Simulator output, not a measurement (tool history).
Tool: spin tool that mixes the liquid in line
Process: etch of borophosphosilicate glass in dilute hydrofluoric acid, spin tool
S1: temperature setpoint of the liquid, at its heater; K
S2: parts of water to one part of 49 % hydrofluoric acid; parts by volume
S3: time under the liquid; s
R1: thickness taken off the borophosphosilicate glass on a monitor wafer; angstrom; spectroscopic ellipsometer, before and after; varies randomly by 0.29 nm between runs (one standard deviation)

run,hour,S1,S2,S3,R1
1,0.0,298.15,230,80,125.46
2,8.3,299.15,210,80,147.36
3,17.2,300.15,195,80,165.00
4,21.2,300.65,180,80,186.02
5,30.3,301.15,165,80,210.27
6,33.6,301.65,155,80,230.95
7,42.2,302.15,145,80,253.72
8,50.8,302.65,140,80,269.91
9,56.8,303.15,135,80,285.91
10,57.9,303.65,130,80,302.59
11,62.7,306.15,65,80,738.51

Forecast run 12:
12,68.1,305.65,65,80,?

R1: 716.74 angstrom
